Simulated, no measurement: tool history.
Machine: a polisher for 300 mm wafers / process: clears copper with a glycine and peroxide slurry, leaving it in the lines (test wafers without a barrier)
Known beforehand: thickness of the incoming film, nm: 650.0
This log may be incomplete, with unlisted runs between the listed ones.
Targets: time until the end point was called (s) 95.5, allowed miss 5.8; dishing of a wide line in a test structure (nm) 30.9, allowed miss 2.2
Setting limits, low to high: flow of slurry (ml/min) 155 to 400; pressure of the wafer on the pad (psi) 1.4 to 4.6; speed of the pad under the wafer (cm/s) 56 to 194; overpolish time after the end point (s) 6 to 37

run    day  flow of slurry (ml/min)  pressure of the wafer on the pad (psi)  speed of the pad under the wafer (cm/s)  overpolish time after the end point (s)  time until the end point was called (s)  dishing of a wide line in a test structure (nm)
  1      0                      255                                       3                                      124                                       19                                   81.412                                           57.844
  2  0.125                      250                                     2.8                                      128                                       18                                   82.342                                           55.144
  3  0.254                      240                                     2.7                                      130                                       17                                   88.267                                            55.98
  4  0.325                      185                                     2.7                                      130                                       17                                   89.392                                           53.569
  5  0.575                      185                                     2.3                                      130                                       17                                   106.38                                           49.496
  6  0.733                      235                                     2.3                                      130                                       17                                   101.75                                           49.538
  7  0.762                      250                                     2.3                                      130                                       16                                   99.273                                            49.98
  8  0.967                      265                                     2.4                                      124                                       15                                   100.63                                            46.39
     1.325  -- head pressure recalibrated
  9  1.325                      280                                     2.5                                      120                                       14                                   107.69                                           42.684
 10  1.642                      290                                     2.6                                      118                                       13                                   107.71                                           40.737
 11  1.729                      300                                     2.7                                      116                                       12                                   104.23                                           40.523
 12  1.767                      310                                     2.8                                      114                                       11                                   102.58                                            36.44
 13  1.912                      315                                     3.1                                      112                                        9                                   97.372                                           35.141
 14  1.983                      325                                     3.2                                      110                                        7                                   91.003                                           29.499

Next run, 5 choices. One meets every target within its allowed miss, the rest don't. Which?
  A  2.054                      330                                     2.8                                      134                                        6                                        ?                                                ?
  B  2.054                      350                                       3                                      132                                        6                                        ?                                                ?
  C  2.054                      325                                     3.9                                       84                                        7                                        ?                                                ?
  D  2.054                      320                                     2.9                                      118                                        8                                        ?                                                ?
  E  2.054                      210                                     2.8                                      142                                        6                                        ?                                                ?

move  time until the end point was called (s)  dishing of a wide line in a test structure (nm)
   A                                   87.412                                           26.628
   B                                   82.963                                           27.796
   C                                   96.047                                           28.272
   D                                   94.342                                           31.603
   E                                   87.649                                           26.536
A: the biggest miss grows against the last run
B: the biggest miss grows against the last run
C: the furthest-off result lands on target, but another misses its tolerance
D: hits every target within its allowed miss
E: the biggest miss grows against the last run
D meets every target.
